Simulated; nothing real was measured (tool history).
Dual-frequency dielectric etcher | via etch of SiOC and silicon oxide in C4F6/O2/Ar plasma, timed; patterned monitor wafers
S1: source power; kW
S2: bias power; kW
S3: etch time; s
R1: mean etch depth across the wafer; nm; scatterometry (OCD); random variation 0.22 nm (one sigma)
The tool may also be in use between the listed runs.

run  hour     S1     S2     S3      R1
  1   0.0  0.430  0.131  100.0  110.85
  2   1.2  0.430  0.131  104.5  116.14
  3  10.1  0.510  0.131  104.5  122.31
  4  12.3  0.430  0.121  104.5  114.02
  5  21.2  0.510  0.121  104.5  120.12
  6  24.8  0.570  0.121  104.5  125.23
  7  30.1  0.470  0.115  104.5  115.79

Forecast run 8:
  8  37.1  0.400  0.111  104.5   ?

Run 8 gave R1 109.52 nm.

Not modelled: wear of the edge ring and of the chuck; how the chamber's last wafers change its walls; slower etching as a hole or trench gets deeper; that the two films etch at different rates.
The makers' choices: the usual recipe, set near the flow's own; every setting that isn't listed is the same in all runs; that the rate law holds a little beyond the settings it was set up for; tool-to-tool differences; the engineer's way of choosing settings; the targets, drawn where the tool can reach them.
